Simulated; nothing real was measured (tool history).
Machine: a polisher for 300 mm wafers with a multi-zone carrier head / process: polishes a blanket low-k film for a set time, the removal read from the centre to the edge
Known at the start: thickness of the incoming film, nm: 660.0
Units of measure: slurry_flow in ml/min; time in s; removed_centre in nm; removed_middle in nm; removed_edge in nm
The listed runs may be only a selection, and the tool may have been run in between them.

run	hour	slurry_flow	centre_zone	middle_zone	edge_zone	slurry_solids	time	removed_centre	removed_middle	removed_edge
1	0.0	270	1.00	1.00	1.00	1.00	42	13.3360	13.4910	12.8480
2	3.7	270	1.00	1.00	1.08	1.00	42	13.1950	13.3940	13.1520
3	5.3	265	0.97	0.98	1.08	0.90	38	11.0520	11.2020	11.8810
4	14.0	255	0.96	0.99	1.05	0.80	34	9.4208	9.9916	9.7525
5	17.8	255	0.90	0.99	1.05	0.80	34	8.7610	10.1020	9.7835
6	25.5	250	0.89	0.96	1.04	0.75	32	8.0144	8.7881	8.8886
7	30.8	245	0.87	0.95	1.04	0.70	31	7.3712	8.0729	8.3068
8	36.7	240	0.86	0.95	1.04	0.65	30	6.8485	7.6403	7.7328
9	45.4	230	0.85	0.94	1.04	0.60	29	6.2382	7.1516	7.3116
10	53.9	220	0.84	0.93	1.03	0.60	29	6.1914	6.9315	7.3639
11	58.5	220	0.83	0.93	1.02	0.60	29	6.0851	6.9713	7.3343

Forecast run 12:
12	63.9	225	0.83	0.92	1.01	0.60	28	?	?	?

{"run 12": {"removed_centre": 5.8358, "removed_middle": 6.7156, "removed_edge": 6.8177}}
